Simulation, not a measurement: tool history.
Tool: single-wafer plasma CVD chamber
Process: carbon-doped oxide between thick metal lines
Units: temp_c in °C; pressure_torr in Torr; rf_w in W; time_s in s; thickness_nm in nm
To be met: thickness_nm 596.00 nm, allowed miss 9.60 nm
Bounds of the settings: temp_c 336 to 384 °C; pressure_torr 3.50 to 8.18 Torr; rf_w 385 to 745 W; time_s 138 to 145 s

run 1 day=0.000 | temp_c=360 pressure_torr=5.84 rf_w=565 time_s=145 | thickness_nm=721.86
run 2 day=0.279 | temp_c=361 pressure_torr=5.68 rf_w=555 time_s=145 | thickness_nm=704.98
run 3 day=0.558 | temp_c=362 pressure_torr=5.49 rf_w=550 time_s=145 | thickness_nm=697.90
run 4 day=0.892 | temp_c=363 pressure_torr=5.32 rf_w=540 time_s=145 | thickness_nm=682.16
run 5 day=1.038 | temp_c=364 pressure_torr=5.15 rf_w=535 time_s=145 | thickness_nm=671.90
run 6 day=1.321 | temp_c=365 pressure_torr=4.99 rf_w=530 time_s=145 | thickness_nm=661.63
run 7 day=1.671 | temp_c=366 pressure_torr=4.85 rf_w=530 time_s=145 | thickness_nm=660.65
run 8 day=1.762 | temp_c=367 pressure_torr=4.72 rf_w=525 time_s=145 | thickness_nm=646.24
run 9 day=2.046 | temp_c=368 pressure_torr=4.63 rf_w=525 time_s=145 | thickness_nm=643.37
run 10 day=2.150 | temp_c=369 pressure_torr=4.54 rf_w=525 time_s=145 | thickness_nm=638.46
run 11 day=2.462 | temp_c=369 pressure_torr=4.54 rf_w=525 time_s=145 | thickness_nm=638.46
run 12 day=2.796 | temp_c=376 pressure_torr=3.54 rf_w=485 time_s=145 | thickness_nm=566.91
run 13 day=3.117 | temp_c=375 pressure_torr=3.57 rf_w=485 time_s=145 | thickness_nm=568.52
run 14 day=3.471 | temp_c=375 pressure_torr=3.57 rf_w=485 time_s=145 | thickness_nm=566.63
run 15 day=3.775 | temp_c=374 pressure_torr=3.61 rf_w=485 time_s=145 | thickness_nm=570.65
run 16 day=4.058 | temp_c=373 pressure_torr=3.65 rf_w=485 time_s=145 | thickness_nm=570.28
run 17 day=4.350 | temp_c=373 pressure_torr=3.72 rf_w=485 time_s=145 | thickness_nm=573.91
run 18 day=4.562 | temp_c=372 pressure_torr=3.76 rf_w=485 time_s=145 | thickness_nm=576.55
run 19 day=4.738 | temp_c=371 pressure_torr=3.80 rf_w=485 time_s=145 | thickness_nm=579.26

5 next moves are on the table. One of them brings every result within its allowed miss. Which?
run A day=4.912 | temp_c=384 pressure_torr=3.66 rf_w=520 time_s=145 | thickness_nm=?
run B day=4.912 | temp_c=384 pressure_torr=4.73 rf_w=535 time_s=140 | thickness_nm=?
run C day=4.912 | temp_c=381 pressure_torr=5.60 rf_w=455 time_s=145 | thickness_nm=?
run D day=4.912 | temp_c=374 pressure_torr=4.03 rf_w=495 time_s=139 | thickness_nm=?
run E day=4.912 | temp_c=372 pressure_torr=4.01 rf_w=470 time_s=144 | thickness_nm=?

move=A thickness_nm=594.12
move=B thickness_nm=615.56
move=C thickness_nm=575.58
move=D thickness_nm=566.24
move=E thickness_nm=561.93
A: meets every target
B: takes the result that was furthest off past its target
C: further off than the last run
D: further off than the last run
E: further off than the last run
The right move is A.
